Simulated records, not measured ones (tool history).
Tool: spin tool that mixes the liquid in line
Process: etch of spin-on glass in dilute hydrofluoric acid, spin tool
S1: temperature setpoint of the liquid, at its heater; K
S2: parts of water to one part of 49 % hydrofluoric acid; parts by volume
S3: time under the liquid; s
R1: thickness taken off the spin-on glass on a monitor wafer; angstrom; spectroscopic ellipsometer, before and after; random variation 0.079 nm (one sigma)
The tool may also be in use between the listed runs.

run	day	S1	S2	S3	R1
1	0	299.15	150	55	98.497
2	0.371	297.65	150	55	92.772
3	0.479	296.65	150	55	87.632
4	0.767	296.15	150	55	86.936
5	1.029	296.15	130	55	101.2
6	1.312	296.15	80	55	180.18
7	1.379	295.15	95	55	139.13
8	1.692	294.15	105	55	121.07

Run 9 comes next. What will it give?
9	1.942	293.15	110	55	?

{"run 9": {"R1": 111.02}}
